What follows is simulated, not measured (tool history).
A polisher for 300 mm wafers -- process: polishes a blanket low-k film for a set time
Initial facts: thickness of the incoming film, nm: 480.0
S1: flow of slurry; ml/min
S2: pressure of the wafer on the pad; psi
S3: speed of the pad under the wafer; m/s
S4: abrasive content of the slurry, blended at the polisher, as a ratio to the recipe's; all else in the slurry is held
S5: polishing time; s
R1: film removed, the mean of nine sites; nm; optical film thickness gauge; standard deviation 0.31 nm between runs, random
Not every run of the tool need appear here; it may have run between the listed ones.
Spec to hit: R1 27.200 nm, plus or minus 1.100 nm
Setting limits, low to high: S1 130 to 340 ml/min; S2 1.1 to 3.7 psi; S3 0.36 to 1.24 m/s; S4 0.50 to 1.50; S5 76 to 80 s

run	day	S1	S2	S3	S4	S5	R1
1	0.000	220	2.4	0.80	1.00	76	34.171
2	0.279	220	2.4	0.80	1.00	80	35.438
3	0.325	220	2.4	0.80	1.00	80	36.098
4	0.438	220	2.3	0.80	1.00	80	33.904
5	0.738	220	2.2	0.80	1.00	80	32.955
6	0.788	220	2.1	0.80	1.00	80	32.633
7	0.867	220	2.0	0.80	1.00	80	30.816
8	1.229	220	1.9	0.80	1.00	80	29.147

Next run, 4 choices. One meets every target within its allowed miss, the rest don't. Which?
A	1.592	225	1.7	0.74	1.00	78	?
B	1.592	220	1.5	0.90	1.00	78	?
C	1.592	220	2.0	0.76	1.10	78	?
D	1.592	210	1.9	0.78	1.05	78	?

move	R1
A	25.246
B	26.975
C	30.223
D	28.975
A: takes the biggest miss from the last run beyond its target
B: every result lands within tolerance
C: moves away from the targets compared with the last run
D: closer than the last run, but not yet in spec
Answer: B

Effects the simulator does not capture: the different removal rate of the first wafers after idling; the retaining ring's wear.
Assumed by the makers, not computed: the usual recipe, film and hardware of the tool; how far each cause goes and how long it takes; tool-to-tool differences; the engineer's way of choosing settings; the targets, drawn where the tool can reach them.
